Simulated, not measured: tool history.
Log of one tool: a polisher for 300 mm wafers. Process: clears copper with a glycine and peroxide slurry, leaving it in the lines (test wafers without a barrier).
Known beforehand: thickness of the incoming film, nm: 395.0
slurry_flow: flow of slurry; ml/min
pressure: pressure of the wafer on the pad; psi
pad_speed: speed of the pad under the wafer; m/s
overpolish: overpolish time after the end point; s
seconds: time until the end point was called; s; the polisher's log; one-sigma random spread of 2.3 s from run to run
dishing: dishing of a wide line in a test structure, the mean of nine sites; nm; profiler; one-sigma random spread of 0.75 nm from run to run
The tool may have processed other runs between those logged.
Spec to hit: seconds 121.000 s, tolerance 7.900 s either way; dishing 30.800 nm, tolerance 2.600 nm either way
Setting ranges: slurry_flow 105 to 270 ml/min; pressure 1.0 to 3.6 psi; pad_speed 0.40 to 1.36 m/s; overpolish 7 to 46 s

run 1 hour=0.0 | slurry_flow=175 pressure=2.3 pad_speed=0.88 overpolish=24 | seconds=81.015 dishing=50.618
run 2 hour=2.2 | slurry_flow=195 pressure=2.3 pad_speed=0.88 overpolish=24 | seconds=74.630 dishing=50.317
run 3 hour=3.0 | slurry_flow=185 pressure=2.0 pad_speed=0.86 overpolish=19 | seconds=90.501 dishing=43.053
run 4 hour=5.1 | slurry_flow=185 pressure=2.0 pad_speed=1.02 overpolish=19 | seconds=79.116 dishing=45.014
run 5 hour=11.8 | slurry_flow=185 pressure=2.0 pad_speed=1.02 overpolish=11 | seconds=79.977 dishing=30.756
-- hour=16.6 worn pad replaced by a new one
run 6 hour=16.6 | slurry_flow=225 pressure=2.0 pad_speed=1.02 overpolish=11 | seconds=67.374 dishing=31.726
run 7 hour=19.9 | slurry_flow=200 pressure=1.8 pad_speed=1.00 overpolish=11 | seconds=78.308 dishing=29.802
run 8 hour=22.7 | slurry_flow=180 pressure=1.7 pad_speed=0.98 overpolish=12 | seconds=84.215 dishing=31.431
run 9 hour=23.8 | slurry_flow=160 pressure=1.1 pad_speed=0.82 overpolish=16 | seconds=134.370 dishing=27.426

Which of these 4 next moves meets every target?
run A hour=24.9 | slurry_flow=145 pressure=1.5 pad_speed=0.50 overpolish=20 | seconds=? dishing=?
run B hour=24.9 | slurry_flow=150 pressure=1.6 pad_speed=0.66 overpolish=23 | seconds=? dishing=?
run C hour=24.9 | slurry_flow=145 pressure=1.0 pad_speed=1.06 overpolish=18 | seconds=? dishing=?
run D hour=24.9 | slurry_flow=140 pressure=1.0 pad_speed=0.80 overpolish=15 | seconds=? dishing=?

move=A seconds=148.250 dishing=32.482
move=B seconds=119.910 dishing=41.091
move=C seconds=120.440 dishing=33.180
move=D seconds=143.990 dishing=25.732
A: lands further from the targets than the last run did
B: brings the last run's worst result on target, with another outside its allowed miss
C: all results land within tolerance of their targets
D: lands further from the targets than the last run did
C is the move that brings every result within its allowed miss.
